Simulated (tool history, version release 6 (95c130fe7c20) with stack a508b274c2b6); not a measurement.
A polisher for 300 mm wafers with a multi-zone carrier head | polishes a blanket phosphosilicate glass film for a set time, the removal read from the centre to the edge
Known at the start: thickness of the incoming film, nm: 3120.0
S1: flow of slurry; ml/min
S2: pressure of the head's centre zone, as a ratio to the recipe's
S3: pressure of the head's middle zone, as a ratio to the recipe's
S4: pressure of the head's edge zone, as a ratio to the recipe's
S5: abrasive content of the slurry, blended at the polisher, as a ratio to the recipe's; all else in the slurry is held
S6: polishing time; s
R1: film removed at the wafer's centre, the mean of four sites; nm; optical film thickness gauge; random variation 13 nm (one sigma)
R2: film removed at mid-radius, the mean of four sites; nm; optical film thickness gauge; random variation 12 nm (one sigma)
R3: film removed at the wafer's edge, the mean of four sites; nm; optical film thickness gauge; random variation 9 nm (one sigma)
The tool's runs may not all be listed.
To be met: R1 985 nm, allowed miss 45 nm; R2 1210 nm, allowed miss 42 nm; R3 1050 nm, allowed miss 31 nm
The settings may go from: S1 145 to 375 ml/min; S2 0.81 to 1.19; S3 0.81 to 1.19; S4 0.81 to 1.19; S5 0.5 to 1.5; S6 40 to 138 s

run  hour   S1    S2    S3    S4    S5  S6      R1      R2      R3
  1     0  240     1     1     1     1  88  865.62     922  898.74
  2   3.8  245     1  1.02  1.01     1  88  899.29   945.9  905.72
  3   9.8  215     1  1.02  1.01     1  88  889.59  934.07  910.98
  4  10.5  215     1  1.02  1.01     1  74  738.66   773.7  746.31
  5  14.9  180     1  1.02  1.01     1  74  706.85  756.48   735.5
  6  16.2  180  1.05  1.02  1.01     1  74  745.03  757.66  727.54
  7  22.8  180  1.05  1.02  1.01     1  74  741.03  764.09  728.16
  8  30.3  190  1.03  1.04  1.02  1.05  74  761.11  788.53  751.91
     38.4  -- slurry nozzle cleaned
  9  38.4  200  1.01  1.06  1.02   1.1  75  786.31  858.15  796.25
 10  43.3  210     1  1.08  1.04  1.15  75  795.06  884.88  832.84
 11  50.5  210     1  1.08  1.04  1.15  75  794.69  909.27  832.15
 12  56.9  220  1.01  1.09  1.06   1.2  75  822.02  922.77  837.95

4 next moves are on the table. One of them brings every result within its allowed miss. Which?
  A  63.3  185  0.97  1.16  1.04   1.2  96   ?   ?   ?
  B  63.3  175  0.98  0.95  1.05  0.85  72   ?   ?   ?
  C  63.3  265   1.1  1.12  0.99  1.15  53   ?   ?   ?
  D  63.3  375  1.19  1.12  0.87   1.3  54   ?   ?   ?

move      R1      R2      R3
   A  974.55  1200.5  1049.6
   B  652.37  672.68   703.7
   C  631.41  661.53  576.45
   D  749.27  722.79  588.95
A: meets every target
B: further off than the last run
C: further off than the last run
D: further off than the last run
Answer: A

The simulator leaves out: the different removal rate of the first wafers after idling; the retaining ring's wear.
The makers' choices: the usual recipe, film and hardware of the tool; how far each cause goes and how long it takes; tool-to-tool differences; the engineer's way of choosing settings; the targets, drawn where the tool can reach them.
